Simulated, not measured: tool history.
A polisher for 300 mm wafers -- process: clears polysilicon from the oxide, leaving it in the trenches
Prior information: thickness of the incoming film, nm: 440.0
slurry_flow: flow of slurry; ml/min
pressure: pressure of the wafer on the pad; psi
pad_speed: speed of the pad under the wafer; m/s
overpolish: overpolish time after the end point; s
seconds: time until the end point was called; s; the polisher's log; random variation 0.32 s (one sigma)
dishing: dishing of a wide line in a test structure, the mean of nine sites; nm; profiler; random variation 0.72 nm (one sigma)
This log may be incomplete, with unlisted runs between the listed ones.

run,day,slurry_flow,pressure,pad_speed,overpolish,seconds,dishing
1,0.000,305,2.2,1.04,11,27.567,40.966
2,0.096,305,2.3,1.04,11,27.094,41.005
3,0.450,305,2.3,0.90,11,28.933,39.495
4,0.638,305,2.7,0.90,11,25.380,43.247
5,0.692,310,2.7,0.96,10,23.582,41.500
6,1.058,310,2.8,0.96,10,23.757,41.707

Run 7 has not been measured yet. What should we expect?
7,1.362,310,2.9,0.98,10,?,?

seconds: 21.440 s
dishing: 42.377 nm
